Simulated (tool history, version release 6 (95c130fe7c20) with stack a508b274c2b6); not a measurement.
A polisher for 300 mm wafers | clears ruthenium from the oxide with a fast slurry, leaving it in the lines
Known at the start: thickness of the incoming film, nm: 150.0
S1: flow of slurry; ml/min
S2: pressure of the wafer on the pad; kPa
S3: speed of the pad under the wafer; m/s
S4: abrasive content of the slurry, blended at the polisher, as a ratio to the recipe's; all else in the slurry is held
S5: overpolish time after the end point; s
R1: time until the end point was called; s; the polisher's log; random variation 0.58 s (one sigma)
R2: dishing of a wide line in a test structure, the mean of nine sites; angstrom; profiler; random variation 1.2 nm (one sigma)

run	hour	S1	S2	S3	S4	S5	R1	R2
1	0	180	17.9	1.16	1	12	43.341	336.25
2	3.7	180	15.2	1.16	1	12	52.186	295.69
3	9.7	180	15.2	0.88	1	12	67.987	241.3
4	13.6	180	15.2	1.14	1	12	52.17	292.11
5	16.8	180	15.2	1.14	0.85	12	54.132	277.26
6	22.8	180	15.2	1.34	0.85	12	48.001	328.19

Run 7 comes next. What will it give?
7	26.7	165	18.6	1.44	0.75	18	?	?

Run 7 gave R1 38.185 s, R2 573.42 angstrom.
